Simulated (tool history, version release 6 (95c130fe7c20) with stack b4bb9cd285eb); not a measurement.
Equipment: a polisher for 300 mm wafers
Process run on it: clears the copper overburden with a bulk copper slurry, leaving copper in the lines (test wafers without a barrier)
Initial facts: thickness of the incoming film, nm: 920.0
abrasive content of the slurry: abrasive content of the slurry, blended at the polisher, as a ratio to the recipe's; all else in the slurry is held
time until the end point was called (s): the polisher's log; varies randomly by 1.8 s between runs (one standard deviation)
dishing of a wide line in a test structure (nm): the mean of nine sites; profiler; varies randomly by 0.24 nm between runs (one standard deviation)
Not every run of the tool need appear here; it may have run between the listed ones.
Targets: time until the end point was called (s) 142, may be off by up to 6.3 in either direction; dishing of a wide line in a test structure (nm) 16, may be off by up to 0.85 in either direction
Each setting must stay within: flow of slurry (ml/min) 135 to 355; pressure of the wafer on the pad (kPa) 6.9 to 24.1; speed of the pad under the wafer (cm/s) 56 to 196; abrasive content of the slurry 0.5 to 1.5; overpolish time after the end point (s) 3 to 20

run  hour  flow of slurry (ml/min)  pressure of the wafer on the pad (kPa)  speed of the pad under the wafer (cm/s)  abrasive content of the slurry  overpolish time after the end point (s)  time until the end point was called (s)  dishing of a wide line in a test structure (nm)
  1     0                      225                                    15.2                                      126                               1                                       10                                   93.173                                           61.801
  2   2.8                      225                                    15.2                                      126                               1                                       14                                   94.486                                           74.701
  3   5.9                      225                                    13.8                                      124                               1                                       12                                   104.29                                           64.713
  4   8.1                      225                                    12.4                                      124                               1                                       12                                   114.05                                           60.246
  5  12.9                      210                                    12.4                                      120                             0.9                                       10                                   121.25                                           49.886
  6  17.4                      195                                    12.4                                      118                            0.85                                        9                                   128.84                                           44.868
  7  23.9                      185                                    11.7                                      120                             0.8                                        8                                   131.55                                           39.157
  8  26.2                      175                                      11                                      124                            0.75                                        7                                   138.77                                           34.319
  9  31.5                      170                                    10.3                                      130                             0.7                                        6                                   143.53                                           28.994
 10  38.4                      165                                     9.7                                      138                            0.65                                        5                                   148.03                                           24.479
 11  40.7                      160                                       9                                      146                             0.6                                        5                                   147.32                                           23.592
 12  47.7                      155                                     8.3                                      152                             0.6                                        5                                   159.18                                               23
 13    54                      150                                     8.3                                      160                             0.6                                        5                                   154.28                                           23.567
 14  60.1                      185                                     8.3                                      156                             0.6                                        5                                   147.93                                           24.254
 15  61.1                      175                                     8.3                                      162                             0.6                                        5                                   146.86                                           25.347
 16  66.5                      170                                       9                                      150                             0.6                                        5                                   145.88                                           24.292
 17  71.4                      165                                       9                                      156                             0.6                                        5                                   141.57                                           25.197
 18  77.6                      160                                     8.3                                      160                             0.6                                        5                                   150.42                                           24.235
 19  82.7                      170                                     8.3                                      152                             0.6                                        5                                    157.5                                           23.223
 20  86.9                      165                                     8.3                                      158                             0.6                                        5                                   148.92                                            23.41
 21  92.9                      160                                     8.3                                      162                             0.6                                        5                                   147.88                                           24.138

4 candidate next runs follow, results not yet known. Just one meets every target within its allowed miss. Identify it.
  A  98.9                      175                                     7.6                                      160                            0.65                                        3                                        ?                                                ?
  B  98.9                      145                                     9.7                                      164                             0.8                                        3                                        ?                                                ?
  C  98.9                      160                                       9                                      160                            0.55                                        3                                        ?                                                ?
  D  98.9                      195                                    13.8                                      112                            0.75                                        3                                        ?                                                ?

move  time until the end point was called (s)  dishing of a wide line in a test structure (nm)
   A                                   160.52                                           14.359
   B                                   126.46                                           17.989
   C                                   141.63                                           16.187
   D                                   124.04                                             18.5
A: pushes the last run's worst result past its target
B: moves toward the targets from the last run without getting all of them in spec
C: in spec on every target
D: moves toward the targets from the last run without getting all of them in spec
The right move is C.
